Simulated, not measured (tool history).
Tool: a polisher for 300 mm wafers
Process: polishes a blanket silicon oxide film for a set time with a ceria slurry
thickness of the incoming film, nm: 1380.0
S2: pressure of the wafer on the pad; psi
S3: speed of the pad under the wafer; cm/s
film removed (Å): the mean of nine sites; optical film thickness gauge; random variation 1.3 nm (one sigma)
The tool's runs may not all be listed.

{"run": 1, "day": 0.0, "flow of slurry (ml/min)": 175, "S2": 2.2, "S3": 106, "polishing time (s)": 45, "film removed (Å)": 1418.9}
{"run": 2, "day": 0.233, "flow of slurry (ml/min)": 175, "S2": 2.2, "S3": 106, "polishing time (s)": 40, "film removed (Å)": 1240.2}
{"run": 3, "day": 0.433, "flow of slurry (ml/min)": 175, "S2": 2.1, "S3": 106, "polishing time (s)": 40, "film removed (Å)": 1178.5}
{"run": 4, "day": 0.683, "flow of slurry (ml/min)": 175, "S2": 2.5, "S3": 106, "polishing time (s)": 40, "film removed (Å)": 1416}
{"run": 5, "day": 0.967, "flow of slurry (ml/min)": 175, "S2": 2.5, "S3": 106, "polishing time (s)": 40, "film removed (Å)": 1389.4}
{"run": 6, "day": 1.183, "flow of slurry (ml/min)": 175, "S2": 2.5, "S3": 122, "polishing time (s)": 40, "film removed (Å)": 1601.4}
{"run": 7, "day": 1.371, "flow of slurry (ml/min)": 175, "S2": 2.2, "S3": 120, "polishing time (s)": 40, "film removed (Å)": 1401.5}
{"run": 8, "day": 1.625, "flow of slurry (ml/min)": 175, "S2": 2, "S3": 120, "polishing time (s)": 40, "film removed (Å)": 1286.6}
{"run": 9, "day": 1.725, "flow of slurry (ml/min)": 170, "S2": 1.4, "S3": 118, "polishing time (s)": 40, "film removed (Å)": 919}
{"run": 10, "day": 2.071, "flow of slurry (ml/min)": 175, "S2": 1.4, "S3": 118, "polishing time (s)": 40, "film removed (Å)": 926.82}

Forecast run 11:
{"run": 11, "day": 2.267, "flow of slurry (ml/min)": 175, "S2": 1.4, "S3": 118, "polishing time (s)": 40, "film removed (Å)": "?"}

Run 11 gave film removed (Å) 917.79.
